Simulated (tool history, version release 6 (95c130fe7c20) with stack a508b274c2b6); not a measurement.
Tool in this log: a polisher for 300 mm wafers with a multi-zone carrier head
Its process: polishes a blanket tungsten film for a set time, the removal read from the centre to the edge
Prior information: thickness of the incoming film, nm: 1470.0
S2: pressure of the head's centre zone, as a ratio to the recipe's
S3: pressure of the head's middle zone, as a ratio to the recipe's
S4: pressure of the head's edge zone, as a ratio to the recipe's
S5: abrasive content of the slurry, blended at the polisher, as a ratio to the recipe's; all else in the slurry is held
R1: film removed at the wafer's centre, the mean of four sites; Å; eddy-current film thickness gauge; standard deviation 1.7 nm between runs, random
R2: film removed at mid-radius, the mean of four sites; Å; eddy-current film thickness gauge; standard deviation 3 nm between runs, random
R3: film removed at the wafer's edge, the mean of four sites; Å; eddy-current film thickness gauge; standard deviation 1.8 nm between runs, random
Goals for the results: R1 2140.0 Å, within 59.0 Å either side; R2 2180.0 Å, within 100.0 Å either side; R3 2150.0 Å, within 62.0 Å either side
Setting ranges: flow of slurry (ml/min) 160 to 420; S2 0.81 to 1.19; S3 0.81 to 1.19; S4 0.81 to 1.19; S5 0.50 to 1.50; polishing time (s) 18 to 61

Run 1, hour 0.0: flow of slurry (ml/min) 270, S2 1.00, S3 1.00, S4 1.00, S5 1.00, polishing time (s) 39. Result: R1 1862.7 Å, R2 1838.3 Å, R3 1873.1 Å.
Run 2, hour 1.1: flow of slurry (ml/min) 270, S2 1.00, S3 0.94, S4 1.00, S5 1.00, polishing time (s) 39. Result: R1 1849.4 Å, R2 1819.9 Å, R3 1853.9 Å.
Run 3, hour 7.3: flow of slurry (ml/min) 270, S2 1.00, S3 0.94, S4 1.00, S5 0.90, polishing time (s) 39. Result: R1 1784.9 Å, R2 1717.3 Å, R3 1826.4 Å.
Run 4, hour 12.6: flow of slurry (ml/min) 275, S2 1.00, S3 0.96, S4 1.01, S5 0.95, polishing time (s) 39. Result: R1 1820.7 Å, R2 1828.2 Å, R3 1891.3 Å.
Run 5, hour 20.5: flow of slurry (ml/min) 285, S2 1.01, S3 0.97, S4 1.02, S5 0.95, polishing time (s) 39. Result: R1 1876.8 Å, R2 1828.3 Å, R3 1866.6 Å.
Run 6, hour 23.1: flow of slurry (ml/min) 285, S2 1.01, S3 0.97, S4 1.09, S5 0.95, polishing time (s) 39. Result: R1 1844.4 Å, R2 1789.8 Å, R3 1943.2 Å.
Run 7, hour 26.1: flow of slurry (ml/min) 290, S2 1.01, S3 0.99, S4 1.09, S5 0.95, polishing time (s) 39. Result: R1 1845.7 Å, R2 1837.3 Å, R3 1936.6 Å.
Run 8, hour 34.5: flow of slurry (ml/min) 295, S2 1.01, S3 1.00, S4 1.10, S5 0.95, polishing time (s) 39. Result: R1 1868.6 Å, R2 1881.7 Å, R3 1961.4 Å.
Run 9, hour 43.1: flow of slurry (ml/min) 300, S2 1.01, S3 1.01, S4 1.11, S5 0.95, polishing time (s) 39. Result: R1 1854.5 Å, R2 1875.8 Å, R3 1941.5 Å.
Run 10, hour 51.4: flow of slurry (ml/min) 300, S2 1.01, S3 1.02, S4 1.11, S5 1.00, polishing time (s) 39. Result: R1 1894.1 Å, R2 1895.7 Å, R3 1984.0 Å.

Exercise: of the 4 proposed moves below, exactly one satisfies all targets within the stated allowed misses. Which move is it?
Run A, hour 59.7: flow of slurry (ml/min) 420, S2 1.14, S3 1.10, S4 0.92, S5 0.70, polishing time (s) 44. Result: R1 ?, R2 ?, R3 ?.
Run B, hour 59.7: flow of slurry (ml/min) 295, S2 1.01, S3 0.98, S4 0.91, S5 1.05, polishing time (s) 41. Result: R1 ?, R2 ?, R3 ?.
Run C, hour 59.7: flow of slurry (ml/min) 340, S2 1.03, S3 1.05, S4 1.08, S5 1.05, polishing time (s) 42. Result: R1 ?, R2 ?, R3 ?.
Run D, hour 59.7: flow of slurry (ml/min) 265, S2 1.11, S3 1.05, S4 1.14, S5 0.75, polishing time (s) 47. Result: R1 ?, R2 ?, R3 ?.

move      R1      R2      R3
   A  2256.8  2121.7  1892.6
   B  2032.3  1964.8  1936.6
   C  2149.8  2156.1  2169.9
   D  2306.1  2148.1  2233.7
A: pushes the last run's worst result past its target
B: closer than the last run, but not yet in spec
C: all results in spec
D: pushes the last run's worst result past its target
Move C is the one to make.
